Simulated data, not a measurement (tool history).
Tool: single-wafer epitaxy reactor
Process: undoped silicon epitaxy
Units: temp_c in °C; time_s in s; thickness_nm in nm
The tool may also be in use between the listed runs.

| run | day | temp_c | time_s | thickness_nm |
|---|---|---|---|---|
| 1 | 0.000 | 670 | 250 | 61.643 |
| 2 | 0.346 | 670 | 271 | 66.738 |
| 3 | 0.438 | 666 | 271 | 62.155 |
| 4 | 0.492 | 661 | 271 | 56.608 |
| 5 | 0.862 | 656 | 271 | 51.378 |
| 6 | 0.967 | 647 | 271 | 43.662 |
| 7 | 1.258 | 649 | 271 | 45.130 |

Forecast run 8:
| 8 | 1.342 | 651 | 271 | ? |

Run 8 gave thickness_nm 46.917 nm.

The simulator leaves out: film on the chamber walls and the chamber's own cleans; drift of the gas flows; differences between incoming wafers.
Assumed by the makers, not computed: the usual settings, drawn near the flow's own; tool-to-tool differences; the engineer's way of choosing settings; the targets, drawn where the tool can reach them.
